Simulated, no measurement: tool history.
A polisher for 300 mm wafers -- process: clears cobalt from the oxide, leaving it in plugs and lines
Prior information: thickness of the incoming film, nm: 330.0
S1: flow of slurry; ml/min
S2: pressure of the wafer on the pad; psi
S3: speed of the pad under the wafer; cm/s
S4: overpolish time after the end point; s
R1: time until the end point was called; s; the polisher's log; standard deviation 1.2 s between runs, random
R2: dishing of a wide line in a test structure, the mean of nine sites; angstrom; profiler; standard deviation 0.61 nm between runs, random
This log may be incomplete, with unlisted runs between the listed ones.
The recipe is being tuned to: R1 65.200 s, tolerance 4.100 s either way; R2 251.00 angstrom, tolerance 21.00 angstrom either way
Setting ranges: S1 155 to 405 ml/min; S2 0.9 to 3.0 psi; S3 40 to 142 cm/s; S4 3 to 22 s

run 1 hour=0.0 | S1=260 S2=1.9 S3=90 S4=11 | R1=74.193 R2=364.45
run 2 hour=5.0 | S1=260 S2=2.0 S3=90 S4=9 | R1=72.292 R2=311.48
run 3 hour=9.2 | S1=260 S2=2.0 S3=90 S4=7 | R1=74.068 R2=260.70
run 4 hour=15.8 | S1=260 S2=2.1 S3=90 S4=7 | R1=69.560 R2=278.91
run 5 hour=22.0 | S1=320 S2=2.1 S3=90 S4=7 | R1=67.720 R2=277.88
run 6 hour=22.8 | S1=320 S2=2.1 S3=90 S4=11 | R1=67.282 R2=397.70
run 7 hour=26.2 | S1=320 S2=2.1 S3=90 S4=10 | R1=67.047 R2=370.04
run 8 hour=32.6 | S1=320 S2=2.1 S3=90 S4=4 | R1=66.951 R2=173.29
run 9 hour=34.1 | S1=320 S2=2.2 S3=90 S4=7 | R1=64.039 R2=292.91

Next run, 5 choices. One meets every target within its allowed miss, the rest don't. Which?
run A hour=35.6 | S1=290 S2=1.7 S3=116 S4=7 | R1=? R2=?
run B hour=35.6 | S1=295 S2=2.1 S3=92 S4=8 | R1=? R2=?
run C hour=35.6 | S1=350 S2=2.1 S3=94 S4=9 | R1=? R2=?
run D hour=35.6 | S1=320 S2=2.2 S3=90 S4=6 | R1=? R2=?
run E hour=35.6 | S1=305 S2=2.0 S3=78 S4=9 | R1=? R2=?

move=A R1=63.835 R2=297.80
move=B R1=66.107 R2=322.20
move=C R1=63.961 R2=362.02
move=D R1=64.405 R2=260.52
move=E R1=79.319 R2=306.33
A: misses by more than the last run did
B: misses by more than the last run did
C: misses by more than the last run did
D: hits every target within its allowed miss
E: misses by more than the last run did
Answer: D
